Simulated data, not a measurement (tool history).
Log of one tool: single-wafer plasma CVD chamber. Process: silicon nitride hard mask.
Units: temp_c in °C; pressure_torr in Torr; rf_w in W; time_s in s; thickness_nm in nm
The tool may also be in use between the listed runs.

run 1 hour=0.0 | temp_c=400 pressure_torr=1.81 rf_w=320 time_s=40.2 | thickness_nm=55.096
run 2 hour=5.3 | temp_c=400 pressure_torr=1.70 rf_w=305 time_s=40.0 | thickness_nm=52.536
run 3 hour=6.8 | temp_c=400 pressure_torr=1.61 rf_w=295 time_s=39.8 | thickness_nm=49.754
run 4 hour=7.4 | temp_c=391 pressure_torr=1.61 rf_w=295 time_s=39.8 | thickness_nm=49.824
run 5 hour=12.5 | temp_c=391 pressure_torr=1.53 rf_w=290 time_s=39.8 | thickness_nm=49.012
run 6 hour=18.4 | temp_c=391 pressure_torr=1.53 rf_w=290 time_s=40.2 | thickness_nm=49.128
run 7 hour=26.0 | temp_c=391 pressure_torr=1.47 rf_w=285 time_s=40.2 | thickness_nm=48.038

Forecast run 8:
run 8 hour=29.7 | temp_c=391 pressure_torr=1.43 rf_w=285 time_s=40.2 | thickness_nm=?

Run 8 gave thickness_nm 47.686 nm.
